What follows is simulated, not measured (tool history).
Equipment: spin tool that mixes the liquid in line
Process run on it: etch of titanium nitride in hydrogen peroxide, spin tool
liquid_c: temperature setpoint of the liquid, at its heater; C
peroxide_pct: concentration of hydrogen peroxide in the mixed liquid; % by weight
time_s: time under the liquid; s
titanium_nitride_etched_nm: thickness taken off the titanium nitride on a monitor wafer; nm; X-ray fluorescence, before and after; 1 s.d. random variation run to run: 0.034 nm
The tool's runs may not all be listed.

run	hour	liquid_c	peroxide_pct	time_s	titanium_nitride_etched_nm
1	0	48	20.5	65	2.0269
2	6.1	48	18.5	65	2.0009
3	14.1	48	21	65	2.0278
4	17.5	50	21	65	2.4106
5	19.9	51.5	21	65	2.6406
6	22.2	51.5	21	65	2.6388
7	29.3	52.5	21	65	2.898
8	38.1	53	21	65	2.9892
9	41.7	53.5	21	65	3.0045
10	44	54	21	65	3.2197
11	52.6	54.5	21	65	3.2736

Predict the results of run 12:
12	58.5	55	21	65	?

titanium_nitride_etched_nm: 3.424 nm
